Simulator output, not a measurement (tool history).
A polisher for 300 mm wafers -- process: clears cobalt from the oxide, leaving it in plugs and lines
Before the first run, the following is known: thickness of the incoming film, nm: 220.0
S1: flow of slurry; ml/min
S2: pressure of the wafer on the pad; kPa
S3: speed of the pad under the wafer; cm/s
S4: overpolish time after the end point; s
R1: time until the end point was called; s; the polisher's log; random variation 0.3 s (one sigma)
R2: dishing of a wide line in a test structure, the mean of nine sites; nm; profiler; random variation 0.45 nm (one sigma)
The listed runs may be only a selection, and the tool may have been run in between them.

{"run": 1, "hour": 0.0, "S1": 260, "S2": 15.9, "S3": 98, "S4": 21, "R1": 38.238, "R2": 32.903}
{"run": 2, "hour": 8.1, "S1": 200, "S2": 15.9, "S3": 98, "S4": 21, "R1": 40.055, "R2": 32.871}
{"run": 3, "hour": 13.3, "S1": 225, "S2": 15.9, "S3": 98, "S4": 19, "R1": 39.438, "R2": 31.874}
{"run": 4, "hour": 19.7, "S1": 235, "S2": 16.5, "S3": 98, "S4": 17, "R1": 38.107, "R2": 31.68}
{"run": 5, "hour": 22.9, "S1": 185, "S2": 16.5, "S3": 98, "S4": 17, "R1": 38.714, "R2": 32.69}
{"run": 6, "hour": 27.3, "S1": 215, "S2": 16.5, "S3": 98, "S4": 16, "R1": 37.958, "R2": 31.211}
{"run": 7, "hour": 35.7, "S1": 240, "S2": 16.5, "S3": 98, "S4": 15, "R1": 37.632, "R2": 30.964}
{"run": 8, "hour": 39.9, "S1": 310, "S2": 18.6, "S3": 98, "S4": 6, "R1": 34.394, "R2": 22.548}
{"run": 9, "hour": 45.1, "S1": 300, "S2": 19.3, "S3": 98, "S4": 8, "R1": 33.629, "R2": 26.27}
{"run": 10, "hour": 46.9, "S1": 310, "S2": 19.3, "S3": 98, "S4": 8, "R1": 33.715, "R2": 26.294}
{"run": 11, "hour": 55.2, "S1": 310, "S2": 19.3, "S3": 98, "S4": 8, "R1": 33.19, "R2": 26.457}
{"run": 12, "hour": 57.1, "S1": 320, "S2": 19.3, "S3": 98, "S4": 8, "R1": 33.643, "R2": 26.378}
{"run": 13, "hour": 64.1, "S1": 325, "S2": 19.3, "S3": 100, "S4": 8, "R1": 33.067, "R2": 26.382}
{"run": 14, "hour": 65.6, "S1": 335, "S2": 19.3, "S3": 102, "S4": 8, "R1": 32.486, "R2": 26.37}

Forecast run 15:
{"run": 15, "hour": 69.8, "S1": 345, "S2": 19.3, "S3": 102, "S4": 8, "R1": "?", "R2": "?"}

R1: 31.631 s
R2: 26.963 nm
